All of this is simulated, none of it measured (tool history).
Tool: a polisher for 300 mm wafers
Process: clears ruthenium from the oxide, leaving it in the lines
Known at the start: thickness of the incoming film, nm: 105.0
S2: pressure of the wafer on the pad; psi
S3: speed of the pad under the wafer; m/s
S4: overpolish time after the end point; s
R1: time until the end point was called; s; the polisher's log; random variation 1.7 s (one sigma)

{"run": 1, "hour": 0.0, "flow of slurry (ml/min)": 165, "S2": 2, "S3": 1.2, "S4": 6, "R1": 89.794}
{"run": 2, "hour": 8.6, "flow of slurry (ml/min)": 165, "S2": 2, "S3": 1.2, "S4": 4, "R1": 87.74}
{"run": 3, "hour": 15.7, "flow of slurry (ml/min)": 165, "S2": 1.8, "S3": 1.2, "S4": 4, "R1": 95.58}
{"run": 4, "hour": 22.6, "flow of slurry (ml/min)": 165, "S2": 1.6, "S3": 1.2, "S4": 4, "R1": 100.03}
{"run": 5, "hour": 31.4, "flow of slurry (ml/min)": 165, "S2": 1.5, "S3": 1.18, "S4": 4, "R1": 104.36}
{"run": 6, "hour": 39.0, "flow of slurry (ml/min)": 165, "S2": 1.4, "S3": 1.16, "S4": 4, "R1": 114.08}

The next listed run, before its measurement:
{"run": 7, "hour": 45.2, "flow of slurry (ml/min)": 165, "S2": 1.3, "S3": 1.16, "S4": 4, "R1": "?"}

R1: 114.58 s

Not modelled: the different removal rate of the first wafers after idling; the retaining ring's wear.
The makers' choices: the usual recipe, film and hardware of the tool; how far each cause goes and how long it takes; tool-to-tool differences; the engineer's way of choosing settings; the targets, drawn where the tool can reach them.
